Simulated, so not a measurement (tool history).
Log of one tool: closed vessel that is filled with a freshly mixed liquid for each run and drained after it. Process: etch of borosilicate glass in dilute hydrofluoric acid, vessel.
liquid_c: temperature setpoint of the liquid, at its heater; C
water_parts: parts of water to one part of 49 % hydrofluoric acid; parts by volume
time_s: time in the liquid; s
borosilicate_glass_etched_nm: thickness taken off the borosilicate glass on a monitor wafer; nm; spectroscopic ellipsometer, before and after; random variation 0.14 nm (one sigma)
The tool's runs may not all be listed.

Run 1, hour 0.0: liquid_c 23.0 C, water_parts 130 parts by volume, time_s 125 s. Result: borosilicate_glass_etched_nm 18.685 nm.
Run 2, hour 6.7: liquid_c 23.0 C, water_parts 130 parts by volume, time_s 125 s. Result: borosilicate_glass_etched_nm 19.059 nm.
Run 3, hour 9.0: liquid_c 22.0 C, water_parts 130 parts by volume, time_s 125 s. Result: borosilicate_glass_etched_nm 18.134 nm.
Run 4, hour 13.0: liquid_c 20.5 C, water_parts 130 parts by volume, time_s 125 s. Result: borosilicate_glass_etched_nm 17.118 nm.
Run 5, hour 21.1: liquid_c 20.0 C, water_parts 130 parts by volume, time_s 125 s. Result: borosilicate_glass_etched_nm 16.642 nm.
Run 6, hour 24.9: liquid_c 20.0 C, water_parts 150 parts by volume, time_s 125 s. Result: borosilicate_glass_etched_nm 14.533 nm.

Run 7 comes next. What will it give?
Run 7, hour 28.0: liquid_c 20.5 C, water_parts 150 parts by volume, time_s 125 s. Result: borosilicate_glass_etched_nm ?.

borosilicate_glass_etched_nm: 14.483 nm
